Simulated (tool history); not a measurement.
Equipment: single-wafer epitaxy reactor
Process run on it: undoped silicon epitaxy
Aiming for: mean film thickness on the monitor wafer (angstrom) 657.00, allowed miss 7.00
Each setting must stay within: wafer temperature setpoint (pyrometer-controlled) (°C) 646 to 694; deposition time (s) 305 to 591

run    day  wafer temperature setpoint (pyrometer-controlled) (°C)  deposition time (s)  mean film thickness on the monitor wafer (angstrom)
  1  0.000                                                     670                  448                                              1159.90
  2  0.288                                                     666                  443                                              1044.60
  3  0.525                                                     671                  443                                              1168.50
  4  0.729                                                     661                  443                                               941.42
  5  0.850                                                     661                  495                                              1053.50
  6  0.938                                                     668                  495                                              1223.30
  7  0.996                                                     656                  423                                               808.97
  8  1.329                                                     646                  422                                               647.18

Below are 5 possible settings for the next run. Only one of them brings all results inside the allowed miss of their targets. Which is it?
  A  1.662                                                     648                  391                                                    ?
  B  1.662                                                     646                  416                                                    ?
  C  1.662                                                     656                  343                                                    ?
  D  1.662                                                     648                  400                                                    ?
  E  1.662                                                     646                  414                                                    ?

move  mean film thickness on the monitor wafer (angstrom)
   A                                               625.13
   B                                               636.04
   C                                               654.41
   D                                               639.52
   E                                               632.98
A: further off than the last run
B: further off than the last run
C: all results in spec
D: further off than the last run
E: further off than the last run
The move that meets every target is C.
